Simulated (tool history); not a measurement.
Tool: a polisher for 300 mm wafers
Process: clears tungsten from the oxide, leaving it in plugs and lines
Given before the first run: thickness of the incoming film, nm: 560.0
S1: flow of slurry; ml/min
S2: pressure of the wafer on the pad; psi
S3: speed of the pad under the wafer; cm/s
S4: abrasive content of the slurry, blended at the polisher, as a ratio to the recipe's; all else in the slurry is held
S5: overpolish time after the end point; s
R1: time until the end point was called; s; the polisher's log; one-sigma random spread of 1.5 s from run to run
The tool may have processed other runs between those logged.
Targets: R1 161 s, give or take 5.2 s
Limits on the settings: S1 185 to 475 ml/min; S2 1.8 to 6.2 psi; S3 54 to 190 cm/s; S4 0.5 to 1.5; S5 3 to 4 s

{"run": 1, "hour": 0.0, "S1": 305, "S2": 4, "S3": 122, "S4": 1, "S5": 4, "R1": 86.253}
{"run": 2, "hour": 3.3, "S1": 305, "S2": 3.3, "S3": 122, "S4": 1, "S5": 4, "R1": 103.08}
{"run": 3, "hour": 7.0, "S1": 305, "S2": 2.9, "S3": 120, "S4": 1, "S5": 4, "R1": 117.87}
{"run": 4, "hour": 10.2, "S1": 305, "S2": 2.6, "S3": 120, "S4": 1, "S5": 4, "R1": 130.79}
{"run": 5, "hour": 14.5, "S1": 305, "S2": 2.6, "S3": 120, "S4": 1, "S5": 3, "R1": 130.37}
{"run": 6, "hour": 17.6, "S1": 305, "S2": 3.3, "S3": 120, "S4": 1, "S5": 3, "R1": 106.04}
{"run": 7, "hour": 18.2, "S1": 305, "S2": 2.9, "S3": 120, "S4": 1, "S5": 3, "R1": 117.88}
{"run": 8, "hour": 22.1, "S1": 305, "S2": 2.6, "S3": 120, "S4": 1, "S5": 3, "R1": 130.3}
{"run": 9, "hour": 29.7, "S1": 305, "S2": 2.4, "S3": 120, "S4": 1, "S5": 3, "R1": 138.17}
{"run": 10, "hour": 38.5, "S1": 305, "S2": 2.3, "S3": 120, "S4": 1, "S5": 3, "R1": 147.33}
{"run": 11, "hour": 45.6, "S1": 305, "S2": 2.2, "S3": 120, "S4": 1, "S5": 3, "R1": 150.06}

Consider the 5 candidate settings below. Which is the only one whose results all fall within their allowed miss of target?
{"run": "A", "hour": 52.7, "S1": 330, "S2": 2.5, "S3": 108, "S4": 1.1, "S5": 3, "R1": "?"}
{"run": "B", "hour": 52.7, "S1": 330, "S2": 2.1, "S3": 118, "S4": 0.95, "S5": 4, "R1": "?"}
{"run": "C", "hour": 52.7, "S1": 310, "S2": 2.1, "S3": 128, "S4": 1.05, "S5": 3, "R1": "?"}
{"run": "D", "hour": 52.7, "S1": 305, "S2": 2.4, "S3": 130, "S4": 0.95, "S5": 4, "R1": "?"}
{"run": "E", "hour": 52.7, "S1": 200, "S2": 2.1, "S3": 134, "S4": 1.05, "S5": 3, "R1": "?"}

move=A R1=143.92
move=B R1=160.22
move=C R1=146.54
move=D R1=129.68
move=E R1=148.23
A: lands further from the targets than the last run did
B: every result within its allowed miss
C: lands further from the targets than the last run did
D: lands further from the targets than the last run did
E: lands further from the targets than the last run did
B meets every target.

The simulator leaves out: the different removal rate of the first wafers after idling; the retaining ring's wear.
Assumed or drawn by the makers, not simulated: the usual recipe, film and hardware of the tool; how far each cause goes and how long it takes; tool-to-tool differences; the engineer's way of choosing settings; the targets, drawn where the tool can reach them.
